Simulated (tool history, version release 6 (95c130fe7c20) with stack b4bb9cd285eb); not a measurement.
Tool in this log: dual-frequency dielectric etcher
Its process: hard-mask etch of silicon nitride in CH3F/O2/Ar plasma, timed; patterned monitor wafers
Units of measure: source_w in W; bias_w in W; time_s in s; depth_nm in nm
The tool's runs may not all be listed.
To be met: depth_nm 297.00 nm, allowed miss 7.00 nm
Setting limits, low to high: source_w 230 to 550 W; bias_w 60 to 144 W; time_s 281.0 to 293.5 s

| run | day | source_w | bias_w | time_s | depth_nm |
|---|---|---|---|---|---|
| 1 | 0.000 | 390 | 102 | 281.0 | 245.92 |
| 2 | 0.150 | 390 | 113 | 281.0 | 255.44 |
| 3 | 0.471 | 390 | 96 | 281.0 | 242.73 |
| 4 | 0.738 | 420 | 96 | 281.0 | 248.06 |
| 5 | 0.800 | 440 | 101 | 282.0 | 257.13 |
| 6 | 0.925 | 440 | 101 | 281.0 | 259.32 |
| 7 | 1.204 | 460 | 103 | 281.5 | 265.55 |
| 8 | 1.533 | 460 | 103 | 281.5 | 264.26 |
| 9 | 1.896 | 470 | 106 | 282.0 | 271.12 |
| 10 | 2.258 | 480 | 108 | 282.5 | 275.26 |
| 11 | 2.538 | 490 | 109 | 283.0 | 280.42 |
| 12 | 2.688 | 500 | 110 | 283.0 | 278.21 |
| 13 | 3.004 | 510 | 112 | 283.5 | 284.40 |
| 14 | 3.125 | 520 | 113 | 284.0 | 289.84 |

Below are 5 possible settings for the next run. Only one of them brings all results inside the allowed miss of their targets. Which is it?
| A | 3.246 | 440 | 107 | 293.5 | ? |
| B | 3.246 | 520 | 114 | 288.5 | ? |
| C | 3.246 | 470 | 97 | 286.0 | ? |
| D | 3.246 | 500 | 115 | 281.0 | ? |
| E | 3.246 | 470 | 117 | 282.0 | ? |

| move | depth_nm |
|---|---|
| A | 276.78 |
| B | 295.94 |
| C | 265.29 |
| D | 285.32 |
| E | 282.20 |
A: lands further from the targets than the last run did
B: in spec on every target
C: lands further from the targets than the last run did
D: lands further from the targets than the last run did
E: lands further from the targets than the last run did
The move that meets every target is B.
